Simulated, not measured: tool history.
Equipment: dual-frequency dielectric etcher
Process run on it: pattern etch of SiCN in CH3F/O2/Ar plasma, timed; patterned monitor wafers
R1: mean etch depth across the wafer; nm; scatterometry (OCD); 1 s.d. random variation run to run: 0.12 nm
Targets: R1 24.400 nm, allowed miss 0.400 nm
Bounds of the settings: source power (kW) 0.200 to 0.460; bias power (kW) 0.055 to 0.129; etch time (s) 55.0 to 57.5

Run 1, hour 0.0: source power (kW) 0.330, bias power (kW) 0.092, etch time (s) 55.0. Result: R1 19.084 nm.
Run 2, hour 2.1: source power (kW) 0.370, bias power (kW) 0.092, etch time (s) 55.0. Result: R1 20.030 nm.
Run 3, hour 10.8: source power (kW) 0.330, bias power (kW) 0.092, etch time (s) 55.0. Result: R1 19.146 nm.
Run 4, hour 13.1: source power (kW) 0.350, bias power (kW) 0.096, etch time (s) 55.0. Result: R1 19.969 nm.
Run 5, hour 15.2: source power (kW) 0.350, bias power (kW) 0.096, etch time (s) 55.0. Result: R1 19.915 nm.
Run 6, hour 18.3: source power (kW) 0.360, bias power (kW) 0.099, etch time (s) 55.0. Result: R1 20.797 nm.
Run 7, hour 27.3: source power (kW) 0.370, bias power (kW) 0.100, etch time (s) 55.0. Result: R1 20.852 nm.
Run 8, hour 29.8: source power (kW) 0.380, bias power (kW) 0.102, etch time (s) 55.0. Result: R1 21.347 nm.

Exercise: of the 5 proposed moves below, exactly one satisfies all targets within the stated allowed misses. Which move is it?
Run A, hour 32.3: source power (kW) 0.460, bias power (kW) 0.110, etch time (s) 55.5. Result: R1 ?.
Run B, hour 32.3: source power (kW) 0.370, bias power (kW) 0.106, etch time (s) 57.5. Result: R1 ?.
Run C, hour 32.3: source power (kW) 0.400, bias power (kW) 0.086, etch time (s) 55.5. Result: R1 ?.
Run D, hour 32.3: source power (kW) 0.380, bias power (kW) 0.107, etch time (s) 57.5. Result: R1 ?.
Run E, hour 32.3: source power (kW) 0.400, bias power (kW) 0.110, etch time (s) 56.5. Result: R1 ?.

move      R1
   A  24.288
   B  22.562
   C  19.885
   D  22.932
   E  23.372
A: every result within its allowed miss
B: closer than the last run, but not yet in spec
C: the biggest miss grows against the last run
D: closer than the last run, but not yet in spec
E: closer than the last run, but not yet in spec
A meets every target.
